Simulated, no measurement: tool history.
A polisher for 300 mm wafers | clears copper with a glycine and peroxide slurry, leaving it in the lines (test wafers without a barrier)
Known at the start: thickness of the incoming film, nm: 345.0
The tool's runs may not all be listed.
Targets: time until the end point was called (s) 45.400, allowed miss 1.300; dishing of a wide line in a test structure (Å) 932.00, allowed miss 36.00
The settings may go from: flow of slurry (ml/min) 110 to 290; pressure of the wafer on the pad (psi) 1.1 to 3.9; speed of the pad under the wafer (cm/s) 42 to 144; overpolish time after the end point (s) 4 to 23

| run | hour | flow of slurry (ml/min) | pressure of the wafer on the pad (psi) | speed of the pad under the wafer (cm/s) | overpolish time after the end point (s) | time until the end point was called (s) | dishing of a wide line in a test structure (Å) |
|---|---|---|---|---|---|---|---|
| 1 | 0.0 | 185 | 2.5 | 92 | 12 | 75.219 | 406.59 |
| 2 | 7.3 | 185 | 2.5 | 92 | 14 | 76.774 | 464.22 |
| 3 | 8.8 | 190 | 2.9 | 94 | 15 | 67.889 | 545.88 |
| 4 | 11.7 | 215 | 2.9 | 94 | 15 | 66.157 | 550.15 |
| 5 | 15.8 | 215 | 2.9 | 82 | 15 | 71.856 | 509.20 |
| 6 | 24.5 | 180 | 2.9 | 82 | 15 | 74.736 | 485.29 |
| 7 | 29.3 | 190 | 3.2 | 90 | 16 | 63.896 | 592.93 |
| 8 | 30.8 | 200 | 3.9 | 110 | 19 | 47.922 | 851.15 |
| 9 | 34.9 | 210 | 3.9 | 112 | 19 | 46.873 | 873.27 |
| 10 | 39.4 | 215 | 3.9 | 114 | 19 | 45.894 | 864.17 |

Which of these 4 next moves meets every target?
| A | 43.9 | 220 | 3.9 | 114 | 17 | ? | ? |
| B | 43.9 | 235 | 3.6 | 124 | 16 | ? | ? |
| C | 43.9 | 215 | 3.9 | 112 | 23 | ? | ? |
| D | 43.9 | 230 | 3.8 | 118 | 20 | ? | ? |

| move | time until the end point was called (s) | dishing of a wide line in a test structure (Å) |
|---|---|---|
| A | 45.293 | 802.03 |
| B | 44.615 | 769.79 |
| C | 46.071 | 980.09 |
| D | 44.693 | 906.80 |
A: further off than the last run
B: further off than the last run
C: takes the result that was furthest off past its target
D: meets every target
Answer: D
